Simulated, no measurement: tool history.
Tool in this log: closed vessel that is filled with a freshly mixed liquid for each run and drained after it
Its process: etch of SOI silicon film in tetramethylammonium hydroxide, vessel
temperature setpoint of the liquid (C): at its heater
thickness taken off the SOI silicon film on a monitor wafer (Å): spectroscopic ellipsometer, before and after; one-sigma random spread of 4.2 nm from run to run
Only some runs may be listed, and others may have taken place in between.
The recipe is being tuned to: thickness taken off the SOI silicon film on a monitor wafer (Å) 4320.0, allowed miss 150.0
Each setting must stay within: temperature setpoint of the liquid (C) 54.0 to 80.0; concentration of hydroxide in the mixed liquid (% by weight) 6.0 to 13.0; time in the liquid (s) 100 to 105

run  hour  temperature setpoint of the liquid (C)  concentration of hydroxide in the mixed liquid (% by weight)  time in the liquid (s)  thickness taken off the SOI silicon film on a monitor wafer (Å)
  1   0.0                                    67.0                                                           9.0                     100                                                           6176.0
  2   6.1                                    67.0                                                           8.0                     100                                                           6395.9
  3  14.5                                    67.0                                                           9.5                     100                                                           5953.1
  4  18.2                                    67.0                                                           9.5                     100                                                           6045.2
  5  23.6                                    64.0                                                           9.5                     100                                                           5000.1
  6  27.5                                    64.0                                                           8.0                     100                                                           5240.0
  7  35.0                                    63.5                                                           8.0                     100                                                           5242.8
  8  41.3                                    63.0                                                           8.0                     100                                                           4985.6
  9  42.9                                    62.5                                                           8.0                     100                                                           4845.3
 10  47.7                                    62.0                                                           8.0                     100                                                           4708.1
 11  55.5                                    61.5                                                           8.0                     100                                                           4600.1

Consider the 5 candidate settings below. Which is the only one whose results all fall within their allowed miss of target?
  A  63.3                                    60.5                                                           7.5                     105                                                                ?
  B  63.3                                    61.5                                                           7.0                     100                                                                ?
  C  63.3                                    62.5                                                           7.5                     100                                                                ?
  D  63.3                                    60.0                                                           8.5                     105                                                                ?
  E  63.3                                    62.5                                                          10.5                     105                                                                ?

move  thickness taken off the SOI silicon film on a monitor wafer (Å)
   A                                                           4597.6
   B                                                           4758.7
   C                                                           4954.0
   D                                                           4264.7
   E                                                           4606.8
A: no nearer and no further than the last run
B: lands further from the targets than the last run did
C: lands further from the targets than the last run did
D: each result inside its tolerance
E: no nearer and no further than the last run
D is the move that brings every result within its allowed miss.

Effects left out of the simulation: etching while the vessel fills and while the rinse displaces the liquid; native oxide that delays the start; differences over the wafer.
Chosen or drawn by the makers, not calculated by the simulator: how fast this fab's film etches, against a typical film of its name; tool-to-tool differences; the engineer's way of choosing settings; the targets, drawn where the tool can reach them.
